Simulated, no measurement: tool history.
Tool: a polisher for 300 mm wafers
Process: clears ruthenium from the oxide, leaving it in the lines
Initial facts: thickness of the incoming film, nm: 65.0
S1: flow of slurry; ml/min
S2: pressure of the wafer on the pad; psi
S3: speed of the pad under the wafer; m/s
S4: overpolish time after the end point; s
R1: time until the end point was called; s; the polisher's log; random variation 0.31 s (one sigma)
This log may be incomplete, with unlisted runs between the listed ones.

{"run": 1, "day": 0.0, "S1": 315, "S2": 1.8, "S3": 0.82, "S4": 22, "R1": 78.272}
{"run": 2, "day": 0.267, "S1": 260, "S2": 1.8, "S3": 0.82, "S4": 22, "R1": 79.481}
{"run": 3, "day": 0.308, "S1": 260, "S2": 1.9, "S3": 0.84, "S4": 22, "R1": 73.145}
{"run": 4, "day": 0.554, "S1": 260, "S2": 2.0, "S3": 0.86, "S4": 22, "R1": 68.612}
{"run": 5, "day": 0.742, "S1": 190, "S2": 2.0, "S3": 0.86, "S4": 22, "R1": 71.108}
{"run": 6, "day": 0.833, "S1": 190, "S2": 2.0, "S3": 0.86, "S4": 24, "R1": 71.349}
{"run": 7, "day": 0.904, "S1": 205, "S2": 2.5, "S3": 1.04, "S4": 24, "R1": 46.747}

Expected results for the next run?
{"run": 8, "day": 1.262, "S1": 210, "S2": 2.5, "S3": 1.04, "S4": 24, "R1": "?"}

R1: 47.174 s
